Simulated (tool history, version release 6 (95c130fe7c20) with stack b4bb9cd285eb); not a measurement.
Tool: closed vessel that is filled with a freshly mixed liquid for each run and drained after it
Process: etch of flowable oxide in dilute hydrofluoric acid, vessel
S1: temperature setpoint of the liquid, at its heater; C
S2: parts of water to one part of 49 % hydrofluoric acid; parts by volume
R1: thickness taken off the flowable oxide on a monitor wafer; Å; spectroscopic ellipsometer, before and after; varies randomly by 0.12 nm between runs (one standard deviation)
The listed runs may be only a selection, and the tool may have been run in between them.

Run 1, hour 0.0: S1 26.0 C, S2 95 parts by volume, time in the liquid (s) 30. Result: R1 179.06 Å.
Run 2, hour 4.8: S1 25.5 C, S2 95 parts by volume, time in the liquid (s) 30. Result: R1 176.36 Å.
Run 3, hour 10.6: S1 28.5 C, S2 95 parts by volume, time in the liquid (s) 30. Result: R1 195.60 Å.
Run 4, hour 12.2: S1 27.5 C, S2 95 parts by volume, time in the liquid (s) 30. Result: R1 189.93 Å.
Run 5, hour 15.4: S1 27.5 C, S2 75 parts by volume, time in the liquid (s) 30. Result: R1 244.25 Å.
Run 6, hour 18.9: S1 26.0 C, S2 75 parts by volume, time in the liquid (s) 30. Result: R1 233.61 Å.
Run 7, hour 26.6: S1 25.5 C, S2 80 parts by volume, time in the liquid (s) 30. Result: R1 212.50 Å.
Run 8, hour 30.3: S1 25.0 C, S2 80 parts by volume, time in the liquid (s) 30. Result: R1 208.85 Å.
Run 9, hour 31.2: S1 24.5 C, S2 80 parts by volume, time in the liquid (s) 30. Result: R1 205.36 Å.

Run 10 is up next; what results do you expect?
Run 10, hour 34.2: S1 24.0 C, S2 80 parts by volume, time in the liquid (s) 30. Result: R1 ?.

For run 10 the tool returned R1 197.88 Å.

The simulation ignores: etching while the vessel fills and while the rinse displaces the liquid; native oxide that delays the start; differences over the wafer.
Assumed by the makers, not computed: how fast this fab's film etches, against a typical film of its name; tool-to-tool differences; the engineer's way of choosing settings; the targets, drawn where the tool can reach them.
